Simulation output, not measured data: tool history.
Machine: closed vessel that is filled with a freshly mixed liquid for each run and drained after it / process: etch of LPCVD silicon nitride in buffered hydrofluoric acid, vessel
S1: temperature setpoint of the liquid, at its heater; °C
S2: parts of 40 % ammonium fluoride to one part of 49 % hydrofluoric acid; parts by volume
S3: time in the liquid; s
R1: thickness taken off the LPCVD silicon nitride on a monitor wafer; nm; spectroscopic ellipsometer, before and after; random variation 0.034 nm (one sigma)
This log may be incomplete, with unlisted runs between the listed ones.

run	hour	S1	S2	S3	R1
1	0	23	9	210	2.9522
2	5.2	24.5	9	210	3.2427
3	12.4	24.5	8	210	3.625
4	14.7	25.5	8	210	3.8543
5	18.8	25.5	8	210	3.8935
6	26.3	26	8	210	3.9945
7	31.7	26.5	8	210	4.0956

Run 8 is up next; what results do you expect?
8	34.1	27	8	210	?

{"run 8": {"R1": 4.1912}}
